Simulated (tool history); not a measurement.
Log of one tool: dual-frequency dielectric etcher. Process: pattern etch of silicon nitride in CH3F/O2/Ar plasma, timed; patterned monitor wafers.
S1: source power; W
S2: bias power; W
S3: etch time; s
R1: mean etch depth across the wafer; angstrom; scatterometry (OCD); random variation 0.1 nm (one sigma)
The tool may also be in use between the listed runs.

Run 1, hour 0.0: S1 320 W, S2 80 W, S3 56.0 s. Result: R1 348.68 angstrom.
Run 2, hour 8.2: S1 320 W, S2 80 W, S3 56.0 s. Result: R1 348.58 angstrom.
Run 3, hour 13.4: S1 320 W, S2 80 W, S3 56.0 s. Result: R1 347.17 angstrom.
Run 4, hour 18.3: S1 320 W, S2 87 W, S3 56.0 s. Result: R1 358.61 angstrom.
Run 5, hour 19.7: S1 320 W, S2 87 W, S3 58.5 s. Result: R1 374.31 angstrom.
Run 6, hour 20.6: S1 320 W, S2 87 W, S3 56.0 s. Result: R1 359.52 angstrom.
At hour 28.6: source power generator calibrated.
Run 7, hour 28.6: S1 340 W, S2 89 W, S3 56.0 s. Result: R1 364.58 angstrom.
Run 8, hour 31.1: S1 350 W, S2 93 W, S3 56.5 s. Result: R1 377.87 angstrom.
Run 9, hour 34.2: S1 360 W, S2 96 W, S3 57.0 s. Result: R1 389.31 angstrom.
Run 10, hour 39.3: S1 370 W, S2 98 W, S3 57.0 s. Result: R1 396.88 angstrom.

Forecast run 11:
Run 11, hour 47.7: S1 380 W, S2 99 W, S3 57.0 s. Result: R1 ?.

{"run 11": {"R1": 402.03}}

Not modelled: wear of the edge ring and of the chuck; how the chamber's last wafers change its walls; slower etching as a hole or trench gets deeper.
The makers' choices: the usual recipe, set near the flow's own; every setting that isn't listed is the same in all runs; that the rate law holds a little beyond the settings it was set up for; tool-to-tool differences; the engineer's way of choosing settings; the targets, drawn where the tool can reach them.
